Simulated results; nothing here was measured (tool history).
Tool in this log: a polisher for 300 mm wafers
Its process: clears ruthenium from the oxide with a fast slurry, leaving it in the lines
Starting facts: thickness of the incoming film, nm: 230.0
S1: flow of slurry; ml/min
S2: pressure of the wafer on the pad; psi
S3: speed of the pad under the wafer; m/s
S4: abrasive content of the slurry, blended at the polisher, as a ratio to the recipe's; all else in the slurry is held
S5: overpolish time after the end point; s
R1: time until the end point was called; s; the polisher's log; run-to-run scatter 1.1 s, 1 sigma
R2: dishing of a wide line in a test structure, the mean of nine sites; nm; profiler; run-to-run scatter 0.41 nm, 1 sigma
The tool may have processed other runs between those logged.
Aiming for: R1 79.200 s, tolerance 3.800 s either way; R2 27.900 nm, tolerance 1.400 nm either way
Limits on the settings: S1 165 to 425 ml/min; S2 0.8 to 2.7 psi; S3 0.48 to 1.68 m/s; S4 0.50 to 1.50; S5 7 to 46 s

run 1 hour=0.0 | S1=275 S2=1.7 S3=1.08 S4=1.00 S5=24 | R1=96.351 R2=37.859
run 2 hour=1.8 | S1=275 S2=1.7 S3=1.08 S4=0.85 S5=24 | R1=101.990 R2=34.807
run 3 hour=4.8 | S1=275 S2=1.5 S3=1.08 S4=0.85 S5=24 | R1=114.210 R2=31.906
run 4 hour=11.4 | S1=245 S2=1.5 S3=1.08 S4=0.85 S5=24 | R1=116.060 R2=32.148
run 5 hour=12.9 | S1=245 S2=1.5 S3=0.92 S4=0.85 S5=24 | R1=135.930 R2=27.186
run 6 hour=17.6 | S1=295 S2=1.5 S3=0.92 S4=0.85 S5=24 | R1=135.780 R2=27.973
run 7 hour=18.7 | S1=295 S2=1.7 S3=0.92 S4=0.85 S5=22 | R1=118.930 R2=29.416
run 8 hour=24.5 | S1=295 S2=1.8 S3=0.92 S4=0.85 S5=20 | R1=108.980 R2=28.204
run 9 hour=32.4 | S1=295 S2=1.9 S3=0.92 S4=0.85 S5=19 | R1=103.970 R2=28.761
run 10 hour=33.0 | S1=295 S2=2.0 S3=0.92 S4=0.85 S5=18 | R1=98.801 R2=28.523
run 11 hour=38.9 | S1=295 S2=2.1 S3=0.92 S4=0.85 S5=17 | R1=97.708 R2=28.604
run 12 hour=41.2 | S1=305 S2=2.2 S3=0.92 S4=0.85 S5=16 | R1=91.695 R2=27.165

Next run, 4 choices. One meets every target within its allowed miss, the rest don't. Which?
run A hour=43.5 | S1=350 S2=2.3 S3=0.74 S4=0.75 S5=18 | R1=? R2=?
run B hour=43.5 | S1=315 S2=2.3 S3=1.00 S4=0.90 S5=17 | R1=? R2=?
run C hour=43.5 | S1=395 S2=1.6 S3=1.34 S4=1.05 S5=12 | R1=? R2=?
run D hour=43.5 | S1=275 S2=1.9 S3=1.30 S4=0.80 S5=14 | R1=? R2=?

move=A R1=112.270 R2=26.083
move=B R1=79.479 R2=33.092
move=C R1=79.216 R2=24.851
move=D R1=78.434 R2=28.544
A: further off than the last run
B: gets the furthest-off result to its target, but another result is out of tolerance
C: gets the furthest-off result to its target, but another result is out of tolerance
D: each result inside its tolerance
D meets every target.
